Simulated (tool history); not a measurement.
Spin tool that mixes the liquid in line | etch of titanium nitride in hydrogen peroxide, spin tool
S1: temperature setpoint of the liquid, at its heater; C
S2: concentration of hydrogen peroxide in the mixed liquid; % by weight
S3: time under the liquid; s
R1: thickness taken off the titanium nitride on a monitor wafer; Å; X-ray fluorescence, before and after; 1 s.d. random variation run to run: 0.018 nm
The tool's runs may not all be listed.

Run 1, day 0: S1 54 C, S2 17.5 % by weight, S3 90 s. Result: R1 57.199 Å.
Run 2, day 0.346: S1 54 C, S2 17.5 % by weight, S3 90 s. Result: R1 57.23 Å.
Run 3, day 0.646: S1 51.5 C, S2 17.5 % by weight, S3 90 s. Result: R1 48.94 Å.
Run 4, day 0.704: S1 51.5 C, S2 19 % by weight, S3 90 s. Result: R1 49.31 Å.
Run 5, day 0.95: S1 49.5 C, S2 19 % by weight, S3 90 s. Result: R1 43.231 Å.
Run 6, day 1.217: S1 48 C, S2 19 % by weight, S3 90 s. Result: R1 38.052 Å.
Run 7, day 1.425: S1 47 C, S2 19 % by weight, S3 90 s. Result: R1 35.499 Å.
Run 8, day 1.571: S1 46.5 C, S2 19 % by weight, S3 90 s. Result: R1 33.91 Å.
Run 9, day 1.612: S1 46 C, S2 19 % by weight, S3 90 s. Result: R1 33.275 Å.

What does the tool deliver on the next run?
Run 10, day 1.95: S1 44.5 C, S2 19 % by weight, S3 90 s. Result: R1 ?.

Run 10 came out at R1 29.673 Å.
